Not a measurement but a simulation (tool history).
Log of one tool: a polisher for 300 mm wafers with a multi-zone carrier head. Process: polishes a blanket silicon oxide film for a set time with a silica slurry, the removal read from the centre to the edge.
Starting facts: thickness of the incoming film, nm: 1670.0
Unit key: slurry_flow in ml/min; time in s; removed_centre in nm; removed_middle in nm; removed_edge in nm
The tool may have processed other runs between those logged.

Run 1, hour 0.0: slurry_flow 265 ml/min, centre_zone 1.00, middle_zone 1.00, edge_zone 1.00, slurry_solids 1.00, time 40 s. Result: removed_centre 120.130 nm, removed_middle 125.330 nm, removed_edge 122.830 nm.
Run 2, hour 3.9: slurry_flow 265 ml/min, centre_zone 1.00, middle_zone 1.00, edge_zone 1.00, slurry_solids 0.90, time 40 s. Result: removed_centre 111.750 nm, removed_middle 120.570 nm, removed_edge 119.000 nm.
Run 3, hour 4.5: slurry_flow 315 ml/min, centre_zone 1.00, middle_zone 1.00, edge_zone 1.00, slurry_solids 0.90, time 40 s. Result: removed_centre 115.840 nm, removed_middle 120.540 nm, removed_edge 120.190 nm.
Run 4, hour 12.6: slurry_flow 315 ml/min, centre_zone 0.94, middle_zone 1.00, edge_zone 1.00, slurry_solids 0.90, time 40 s. Result: removed_centre 107.960 nm, removed_middle 119.780 nm, removed_edge 120.890 nm.
Run 5, hour 18.1: slurry_flow 315 ml/min, centre_zone 0.94, middle_zone 0.97, edge_zone 0.98, slurry_solids 0.80, time 38 s. Result: removed_centre 97.381 nm, removed_middle 106.760 nm, removed_edge 106.770 nm.
Run 6, hour 25.3: slurry_flow 320 ml/min, centre_zone 0.93, middle_zone 0.94, edge_zone 0.98, slurry_solids 0.75, time 36 s. Result: removed_centre 92.146 nm, removed_middle 95.036 nm, removed_edge 99.836 nm.

Run 7 has not been measured yet. What should we expect?
Run 7, hour 33.8: slurry_flow 315 ml/min, centre_zone 0.91, middle_zone 0.92, edge_zone 0.96, slurry_solids 0.70, time 35 s. Result: removed_centre ?, removed_middle ?, removed_edge ?.

Run 7 came out at removed_centre 80.990 nm, removed_middle 89.161 nm, removed_edge 93.734 nm.
